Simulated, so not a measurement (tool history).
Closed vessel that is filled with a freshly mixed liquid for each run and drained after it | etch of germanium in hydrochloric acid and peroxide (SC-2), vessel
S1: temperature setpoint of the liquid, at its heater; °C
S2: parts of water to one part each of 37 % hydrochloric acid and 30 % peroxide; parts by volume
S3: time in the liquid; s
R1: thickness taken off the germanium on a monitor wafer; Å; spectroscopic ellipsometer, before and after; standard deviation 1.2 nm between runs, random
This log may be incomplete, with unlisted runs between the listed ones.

{"run": 1, "hour": 0.0, "S1": 62.0, "S2": 8.5, "S3": 95, "R1": 2605.4}
{"run": 2, "hour": 3.8, "S1": 59.5, "S2": 8.5, "S3": 95, "R1": 2407.7}
{"run": 3, "hour": 10.1, "S1": 59.5, "S2": 8.5, "S3": 95, "R1": 2398.9}
{"run": 4, "hour": 18.6, "S1": 58.0, "S2": 8.5, "S3": 95, "R1": 2322.5}
{"run": 5, "hour": 26.4, "S1": 56.5, "S2": 8.5, "S3": 95, "R1": 2192.9}
{"run": 6, "hour": 29.0, "S1": 55.5, "S2": 8.5, "S3": 95, "R1": 2158.1}

Run 7 comes next. What will it give?
{"run": 7, "hour": 33.1, "S1": 54.0, "S2": 8.5, "S3": 95, "R1": "?"}

{"run 7": {"R1": 2040.3}}
